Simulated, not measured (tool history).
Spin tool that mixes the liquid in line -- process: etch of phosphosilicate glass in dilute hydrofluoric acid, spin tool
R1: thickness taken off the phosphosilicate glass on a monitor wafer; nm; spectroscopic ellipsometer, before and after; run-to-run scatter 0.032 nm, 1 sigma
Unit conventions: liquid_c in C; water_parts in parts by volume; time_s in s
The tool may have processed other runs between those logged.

{"run": 1, "day": 0.0, "liquid_c": 22.0, "water_parts": 230, "time_s": 15, "R1": 3.4005}
{"run": 2, "day": 0.283, "liquid_c": 22.0, "water_parts": 230, "time_s": 15, "R1": 3.3824}
{"run": 3, "day": 0.617, "liquid_c": 24.0, "water_parts": 230, "time_s": 15, "R1": 3.6944}
{"run": 4, "day": 0.708, "liquid_c": 27.0, "water_parts": 230, "time_s": 15, "R1": 4.0483}
{"run": 5, "day": 0.992, "liquid_c": 28.5, "water_parts": 230, "time_s": 15, "R1": 4.2939}
{"run": 6, "day": 1.029, "liquid_c": 30.0, "water_parts": 230, "time_s": 15, "R1": 4.5063}
{"run": 7, "day": 1.167, "liquid_c": 30.0, "water_parts": 220, "time_s": 15, "R1": 4.7544}

For run 8, what comes out?
{"run": 8, "day": 1.338, "liquid_c": 30.0, "water_parts": 210, "time_s": 15, "R1": "?"}

{"run 8": {"R1": 5.0095}}
